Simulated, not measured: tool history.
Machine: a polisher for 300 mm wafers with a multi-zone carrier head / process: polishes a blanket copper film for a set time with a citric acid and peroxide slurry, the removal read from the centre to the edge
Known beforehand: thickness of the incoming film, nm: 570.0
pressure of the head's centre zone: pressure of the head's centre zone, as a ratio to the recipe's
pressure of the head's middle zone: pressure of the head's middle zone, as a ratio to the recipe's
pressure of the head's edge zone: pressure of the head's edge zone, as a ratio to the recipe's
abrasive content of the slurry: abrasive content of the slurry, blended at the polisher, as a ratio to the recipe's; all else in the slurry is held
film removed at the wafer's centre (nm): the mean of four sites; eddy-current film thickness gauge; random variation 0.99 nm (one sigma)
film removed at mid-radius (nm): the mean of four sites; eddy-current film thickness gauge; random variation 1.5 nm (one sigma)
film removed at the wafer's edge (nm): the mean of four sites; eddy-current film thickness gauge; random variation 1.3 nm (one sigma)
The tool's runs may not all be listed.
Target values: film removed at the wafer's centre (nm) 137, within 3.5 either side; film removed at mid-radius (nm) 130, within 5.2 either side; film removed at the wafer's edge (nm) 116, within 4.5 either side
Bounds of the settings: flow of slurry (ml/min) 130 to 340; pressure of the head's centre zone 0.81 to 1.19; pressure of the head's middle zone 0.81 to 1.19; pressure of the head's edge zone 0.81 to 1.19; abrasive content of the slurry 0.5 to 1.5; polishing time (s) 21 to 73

run  hour  flow of slurry (ml/min)  pressure of the head's centre zone  pressure of the head's middle zone  pressure of the head's edge zone  abrasive content of the slurry  polishing time (s)  film removed at the wafer's centre (nm)  film removed at mid-radius (nm)  film removed at the wafer's edge (nm)
  1     0                      220                                   1                                   1                                 1                               1                  47                                   90.723                           91.336                                 89.636
  2   4.6                      220                                   1                                   1                              0.95                               1                  47                                   89.949                           92.792                                 87.486
  3   6.8                      220                                0.95                                   1                              0.95                               1                  47                                   86.108                           92.839                                 87.553
  4   7.3                      230                                0.98                                1.02                              0.96                            1.05                  48                                   92.267                           94.948                                 91.983
  5    10                      220                                   1                                1.03                              0.94                             1.1                  50                                   98.334                           100.57                                 95.722
  6  12.9                      220                                   1                                1.03                              1.01                             1.1                  50                                   98.207                           101.65                                 97.707
  7  18.6                      275                                 1.1                                1.13                              1.11                            1.35                  52                                   118.83                           117.74                                 112.11
  8  26.2                      280                                1.11                                1.14                               1.1                            1.35                  52                                   118.32                           121.61                                 112.06
  9  34.6                      280                                1.12                                1.13                              1.09                            1.35                  52                                   120.77                           117.75                                 109.95
 10    36                      280                                1.13                                1.14                              1.09                            1.35                  52                                   119.23                           118.79                                 111.94
 11  43.8                      290                                1.14                                1.14                              1.06                            1.35                  52                                   123.19                           117.41                                 110.07

Of the 4 settings listed for the next run, only one would bring every result within its allowed miss of target. Which one?
  A  51.6                      300                                1.18                                1.18                              1.01                            1.15                  58                                        ?                                ?                                      ?
  B  51.6                      315                                1.08                                1.13                              1.08                             1.4                  50                                        ?                                ?                                      ?
  C  51.6                      340                                1.13                                0.91                              1.16                             1.3                  48                                        ?                                ?                                      ?
  D  51.6                      315                                1.18                                0.97                              1.14                             1.3                  52                                        ?                                ?                                      ?

move  film removed at the wafer's centre (nm)  film removed at mid-radius (nm)  film removed at the wafer's edge (nm)
   A                                   137.02                           127.85                                 115.62
   B                                   113.92                           111.86                                 106.66
   C                                   112.82                           93.583                                 104.65
   D                                   126.17                           104.53                                 111.96
A: all results land within tolerance of their targets
B: the biggest miss grows against the last run
C: the biggest miss grows against the last run
D: the biggest miss grows against the last run
Go with A: it meets all targets.

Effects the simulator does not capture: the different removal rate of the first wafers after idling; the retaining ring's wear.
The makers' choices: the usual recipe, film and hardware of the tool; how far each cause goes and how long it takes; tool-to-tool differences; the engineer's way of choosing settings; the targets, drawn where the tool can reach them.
